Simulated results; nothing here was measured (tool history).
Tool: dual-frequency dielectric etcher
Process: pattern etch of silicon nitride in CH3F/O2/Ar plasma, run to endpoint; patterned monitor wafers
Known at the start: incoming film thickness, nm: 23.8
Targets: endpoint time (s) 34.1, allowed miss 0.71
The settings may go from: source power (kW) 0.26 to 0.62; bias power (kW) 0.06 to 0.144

run    day  source power (kW)  bias power (kW)  endpoint time (s)
  1      0               0.44            0.102             28.083
  2  0.083               0.44            0.113              27.23
  3  0.204               0.41            0.108             28.373
  4  0.321               0.38            0.104              29.36
  5   0.65               0.38            0.093             30.719
  6  0.862               0.36            0.092              31.64
  7  0.896               0.35            0.091             31.876
  8  1.121               0.34             0.09             32.334
  9  1.392               0.33             0.09             32.739
 10  1.604               0.33             0.09             32.916
 11  1.825               0.32             0.09              33.12

4 next moves are on the table. One of them brings every result within its allowed miss. Which?
  A  2.046               0.35            0.096                  ?
  B  2.046               0.27            0.089                  ?
  C  2.046               0.37            0.084                  ?
  D  2.046               0.32            0.081                  ?

move  endpoint time (s)
   A             31.334
   B             35.349
   C             32.199
   D             34.382
A: further off than the last run
B: takes the result that was furthest off past its target
C: further off than the last run
D: meets every target
The right move is D.

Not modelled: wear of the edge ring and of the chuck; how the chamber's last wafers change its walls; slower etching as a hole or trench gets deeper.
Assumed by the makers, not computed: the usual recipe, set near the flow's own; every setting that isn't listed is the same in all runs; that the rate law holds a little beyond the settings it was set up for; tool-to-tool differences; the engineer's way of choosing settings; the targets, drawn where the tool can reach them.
